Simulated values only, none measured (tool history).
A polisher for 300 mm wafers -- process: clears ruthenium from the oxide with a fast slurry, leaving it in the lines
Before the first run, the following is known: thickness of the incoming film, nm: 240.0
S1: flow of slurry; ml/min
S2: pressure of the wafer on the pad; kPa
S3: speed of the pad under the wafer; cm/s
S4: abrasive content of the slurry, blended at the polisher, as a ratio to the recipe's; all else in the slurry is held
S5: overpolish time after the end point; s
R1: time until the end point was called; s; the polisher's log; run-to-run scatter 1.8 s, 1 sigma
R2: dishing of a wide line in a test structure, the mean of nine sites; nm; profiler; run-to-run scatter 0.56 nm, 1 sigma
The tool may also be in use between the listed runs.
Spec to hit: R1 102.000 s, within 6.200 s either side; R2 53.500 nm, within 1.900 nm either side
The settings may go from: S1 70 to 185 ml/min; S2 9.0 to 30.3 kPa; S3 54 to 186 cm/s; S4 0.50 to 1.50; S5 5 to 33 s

run    day   S1    S2   S3    S4  S5       R1      R2
  1  0.000  120  19.3  118  1.00  17   58.046  66.922
  2  0.221  115  17.9  118  1.00  18   60.922  67.555
  3  0.317  115  16.5  116  1.00  19   68.681  63.960
  4  0.592  115  16.5  116  1.00  12   65.291  43.016
  5  0.625  115  13.1  116  1.00  12   86.702  34.969
  6  0.954  115  13.1  116  0.80  12   98.258  31.286
  7  1.167  115  13.1  116  0.80  14   96.739  35.628
  8  1.521  115  13.1  116  0.80  15   98.065  37.828
  9  1.838  115  13.1  116  0.80  16   96.735  40.919
 10  1.950  115  13.1  116  0.80  17   97.105  42.406
 11  2.300  115  13.1  116  0.80  18   95.001  44.534
 12  2.388   90  11.7  116  0.80  24  116.530  50.166

Which of these 4 next moves meets every target?
  A  2.475  105  13.8  146  0.65  19   ?   ?
  B  2.475   90  13.1  104  0.90  22   ?   ?
  C  2.475  100  14.5  108  0.75  23   ?   ?
  D  2.475   90  13.1  112  0.70  28   ?   ?

move       R1      R2
   A   94.988  49.950
   B  110.350  49.800
   C  106.500  53.475
   D  123.700  55.739
A: carries the result that was furthest off beyond its target, to the other side
B: closes in on the targets versus the last run, not all within tolerance yet
C: meets every target
D: misses by more than the last run did
Go with C: it meets all targets.
